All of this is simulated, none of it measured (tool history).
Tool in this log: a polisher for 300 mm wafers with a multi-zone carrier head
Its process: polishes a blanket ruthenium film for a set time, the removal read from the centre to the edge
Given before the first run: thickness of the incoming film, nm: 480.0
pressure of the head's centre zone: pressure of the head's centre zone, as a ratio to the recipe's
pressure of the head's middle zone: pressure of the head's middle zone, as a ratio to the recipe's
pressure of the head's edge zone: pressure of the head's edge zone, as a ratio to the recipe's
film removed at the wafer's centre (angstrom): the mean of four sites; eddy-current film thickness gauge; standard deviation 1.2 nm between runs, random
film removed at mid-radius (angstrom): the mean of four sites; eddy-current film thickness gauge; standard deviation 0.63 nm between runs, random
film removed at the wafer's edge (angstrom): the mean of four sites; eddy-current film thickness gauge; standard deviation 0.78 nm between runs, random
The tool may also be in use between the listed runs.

run	hour	flow of slurry (ml/min)	pressure of the head's centre zone	pressure of the head's middle zone	pressure of the head's edge zone	polishing time (s)	film removed at the wafer's centre (angstrom)	film removed at mid-radius (angstrom)	film removed at the wafer's edge (angstrom)
1	0	145	1	1	1	75	834.84	816.05	824.03
2	5.2	160	1.03	0.99	1.04	76	904.65	847.73	858.04
3	7.4	180	1.03	0.99	1.04	76	907.18	869.49	882.67
4	14.8	180	1.03	0.99	1.11	76	934.04	870	905.61
5	15.6	190	1.05	0.98	1.13	76	939.48	875.29	926.84
6	19.7	195	1.08	0.97	1.14	76	977.02	856.26	937.49
7	27.1	200	1.1	0.98	1.14	76	1016	860.34	939.37
8	27.9	205	1.11	0.99	1.15	76	1001.1	888.86	928.65
9	34.8	210	1.12	0.98	1.16	76	998.89	874.68	934.21

Expected results for the next run?
10	35.5	210	1.12	0.98	1.16	76	?	?	?

For run 10 the tool returned film removed at the wafer's centre (angstrom) 1009.5, film removed at mid-radius (angstrom) 874.76, film removed at the wafer's edge (angstrom) 942.89.
